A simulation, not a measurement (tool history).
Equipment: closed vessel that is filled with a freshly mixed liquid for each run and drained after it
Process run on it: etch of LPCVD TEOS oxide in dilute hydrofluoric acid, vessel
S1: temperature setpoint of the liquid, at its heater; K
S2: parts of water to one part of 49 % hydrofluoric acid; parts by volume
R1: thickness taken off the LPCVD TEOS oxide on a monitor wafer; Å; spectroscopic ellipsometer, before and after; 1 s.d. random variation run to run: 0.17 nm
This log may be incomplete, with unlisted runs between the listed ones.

Run 1, hour 0.0: S1 296.15 K, S2 215 parts by volume, time in the liquid (s) 545. Result: R1 689.20 Å.
Run 2, hour 8.5: S1 294.15 K, S2 230 parts by volume, time in the liquid (s) 545. Result: R1 585.32 Å.
Run 3, hour 11.4: S1 292.15 K, S2 230 parts by volume, time in the liquid (s) 545. Result: R1 544.90 Å.
Run 4, hour 18.4: S1 292.15 K, S2 180 parts by volume, time in the liquid (s) 545. Result: R1 727.65 Å.
Run 5, hour 23.7: S1 291.65 K, S2 205 parts by volume, time in the liquid (s) 545. Result: R1 612.74 Å.
Run 6, hour 31.4: S1 291.65 K, S2 245 parts by volume, time in the liquid (s) 545. Result: R1 492.19 Å.

The next listed run, before its measurement:
Run 7, hour 38.9: S1 291.15 K, S2 250 parts by volume, time in the liquid (s) 545. Result: R1 ?.

{"run 7": {"R1": 476.09}}

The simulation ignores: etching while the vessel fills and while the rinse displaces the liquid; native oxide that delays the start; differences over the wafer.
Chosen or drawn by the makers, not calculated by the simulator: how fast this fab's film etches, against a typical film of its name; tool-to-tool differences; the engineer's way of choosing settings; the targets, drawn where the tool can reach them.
